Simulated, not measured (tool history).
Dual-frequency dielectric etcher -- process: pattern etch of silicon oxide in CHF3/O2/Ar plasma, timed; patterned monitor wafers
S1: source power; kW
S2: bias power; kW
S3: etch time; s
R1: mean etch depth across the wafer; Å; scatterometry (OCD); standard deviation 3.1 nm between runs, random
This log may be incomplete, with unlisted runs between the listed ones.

Run 1, hour 0: S1 0.53 kW, S2 0.198 kW, S3 340.5 s. Result: R1 6299.1 Å.
Run 2, hour 5.9: S1 0.53 kW, S2 0.198 kW, S3 340.5 s. Result: R1 6305.1 Å.
Run 3, hour 10.3: S1 0.53 kW, S2 0.179 kW, S3 340.5 s. Result: R1 5992.9 Å.
Run 4, hour 18.9: S1 0.55 kW, S2 0.182 kW, S3 340.5 s. Result: R1 6049.1 Å.
Run 5, hour 20.6: S1 0.52 kW, S2 0.182 kW, S3 340.5 s. Result: R1 5950.7 Å.
Run 6, hour 24.6: S1 0.52 kW, S2 0.182 kW, S3 340.5 s. Result: R1 5974.5 Å.

What does the tool deliver on the next run?
Run 7, hour 31.5: S1 0.54 kW, S2 0.185 kW, S3 340.5 s. Result: R1 ?.

{"run 7": {"R1": 6094.7}}
